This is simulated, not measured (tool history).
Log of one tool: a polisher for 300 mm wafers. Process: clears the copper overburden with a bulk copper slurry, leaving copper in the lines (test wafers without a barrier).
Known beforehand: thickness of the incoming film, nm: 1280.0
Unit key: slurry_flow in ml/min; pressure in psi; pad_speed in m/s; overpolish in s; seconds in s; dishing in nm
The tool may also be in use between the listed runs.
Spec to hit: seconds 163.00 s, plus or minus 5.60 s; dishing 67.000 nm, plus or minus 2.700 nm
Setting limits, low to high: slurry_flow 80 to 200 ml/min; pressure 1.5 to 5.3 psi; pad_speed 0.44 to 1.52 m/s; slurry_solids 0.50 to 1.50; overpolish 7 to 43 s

{"run": 1, "hour": 0.0, "slurry_flow": 130, "pressure": 3.4, "pad_speed": 0.98, "slurry_solids": 1.0, "overpolish": 22, "seconds": 128.66, "dishing": 78.436}
{"run": 2, "hour": 1.4, "slurry_flow": 130, "pressure": 3.3, "pad_speed": 0.98, "slurry_solids": 1.0, "overpolish": 22, "seconds": 130.9, "dishing": 79.927}
{"run": 3, "hour": 5.0, "slurry_flow": 130, "pressure": 3.3, "pad_speed": 0.98, "slurry_solids": 1.0, "overpolish": 18, "seconds": 131.82, "dishing": 74.788}
{"run": 4, "hour": 9.0, "slurry_flow": 130, "pressure": 3.2, "pad_speed": 0.98, "slurry_solids": 1.0, "overpolish": 18, "seconds": 136.0, "dishing": 71.953}
{"run": 5, "hour": 12.2, "slurry_flow": 125, "pressure": 3.1, "pad_speed": 0.98, "slurry_solids": 1.0, "overpolish": 18, "seconds": 140.21, "dishing": 69.956}
{"run": 6, "hour": 16.4, "slurry_flow": 125, "pressure": 3.1, "pad_speed": 0.74, "slurry_solids": 1.0, "overpolish": 18, "seconds": 184.05, "dishing": 61.798}
{"run": 7, "hour": 20.0, "slurry_flow": 130, "pressure": 3.1, "pad_speed": 0.74, "slurry_solids": 1.0, "overpolish": 18, "seconds": 185.62, "dishing": 62.324}
{"run": 8, "hour": 28.0, "slurry_flow": 130, "pressure": 3.2, "pad_speed": 0.74, "slurry_solids": 1.0, "overpolish": 18, "seconds": 177.36, "dishing": 62.8}
{"run": 9, "hour": 31.4, "slurry_flow": 155, "pressure": 3.4, "pad_speed": 0.74, "slurry_solids": 1.0, "overpolish": 20, "seconds": 162.59, "dishing": 70.685}

5 next moves are on the table. One of them brings every result within its allowed miss. Which?
{"run": "A", "hour": 34.8, "slurry_flow": 150, "pressure": 3.6, "pad_speed": 0.72, "slurry_solids": 0.95, "overpolish": 21, "seconds": "?", "dishing": "?"}
{"run": "B", "hour": 34.8, "slurry_flow": 170, "pressure": 3.4, "pad_speed": 0.76, "slurry_solids": 0.85, "overpolish": 22, "seconds": "?", "dishing": "?"}
{"run": "C", "hour": 34.8, "slurry_flow": 190, "pressure": 3.7, "pad_speed": 0.76, "slurry_solids": 0.55, "overpolish": 22, "seconds": "?", "dishing": "?"}
{"run": "D", "hour": 34.8, "slurry_flow": 160, "pressure": 3.4, "pad_speed": 0.72, "slurry_solids": 1.1, "overpolish": 18, "seconds": "?", "dishing": "?"}
{"run": "E", "hour": 34.8, "slurry_flow": 175, "pressure": 4.4, "pad_speed": 0.56, "slurry_solids": 0.9, "overpolish": 22, "seconds": "?", "dishing": "?"}

move=A seconds=161.58 dishing=72.698
move=B seconds=161.84 dishing=73.598
move=C seconds=157.37 dishing=75.227
move=D seconds=164.39 dishing=66.651
move=E seconds=166.13 dishing=74.906
A: its largest miss is bigger than the last run's
B: its largest miss is bigger than the last run's
C: its largest miss is bigger than the last run's
D: all results in spec
E: its largest miss is bigger than the last run's
The move that meets every target is D.
